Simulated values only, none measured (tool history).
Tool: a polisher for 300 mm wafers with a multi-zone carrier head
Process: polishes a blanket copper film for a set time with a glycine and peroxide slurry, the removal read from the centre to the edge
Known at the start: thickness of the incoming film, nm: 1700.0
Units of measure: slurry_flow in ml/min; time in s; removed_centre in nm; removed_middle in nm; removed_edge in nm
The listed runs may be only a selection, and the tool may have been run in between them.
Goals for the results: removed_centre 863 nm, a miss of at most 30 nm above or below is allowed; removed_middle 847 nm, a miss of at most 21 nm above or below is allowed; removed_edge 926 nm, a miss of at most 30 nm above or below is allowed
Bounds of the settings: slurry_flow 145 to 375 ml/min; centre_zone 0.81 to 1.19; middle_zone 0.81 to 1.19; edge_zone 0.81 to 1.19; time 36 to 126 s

run  hour  slurry_flow  centre_zone  middle_zone  edge_zone  time  removed_centre  removed_middle  removed_edge
  1     0          240            1            1          1    81          677.32          665.41        651.51
  2   5.1          240            1            1       1.05    81          672.89          657.61        671.07
  3   8.2          240         0.92            1       1.05    81          623.22          657.43        675.32
  4  12.9          250         0.94            1       1.09    87           684.3          703.17        738.71
  5  20.7          250         0.94            1       1.09    78          608.53          634.91        651.06
  6  27.9          285         0.94            1       1.09    78          632.57          649.21        666.37
  7  30.5          285         0.94            1       1.09    78          624.46          643.83        671.14
  8  31.3          300         0.95         1.01       1.11    84          691.79          711.73        725.57

Which one of the following 5 next-run settings gets every result inside its allowed miss? There is exactly one.
  A  32.1          305         1.13         1.05       0.97    95               ?               ?             ?
  B  32.1          330         0.92         0.92       1.07   107               ?               ?             ?
  C  32.1          320         1.03         1.15       1.04    98               ?               ?             ?
  D  32.1          285         0.93            1       1.16    66               ?               ?             ?
  E  32.1          240          0.9         1.01       1.12   100               ?               ?             ?

move  removed_centre  removed_middle  removed_edge
   A          903.16           827.8        769.77
   B          847.93          840.95         916.1
   C          860.06           927.6        823.02
   D          520.49          548.52        581.96
   E          749.59          822.57        853.57
A: gains on the last run, yet a result remains outside its allowed miss
B: in spec on every target
C: gains on the last run, yet a result remains outside its allowed miss
D: the biggest miss grows against the last run
E: gains on the last run, yet a result remains outside its allowed miss
The right move is B.

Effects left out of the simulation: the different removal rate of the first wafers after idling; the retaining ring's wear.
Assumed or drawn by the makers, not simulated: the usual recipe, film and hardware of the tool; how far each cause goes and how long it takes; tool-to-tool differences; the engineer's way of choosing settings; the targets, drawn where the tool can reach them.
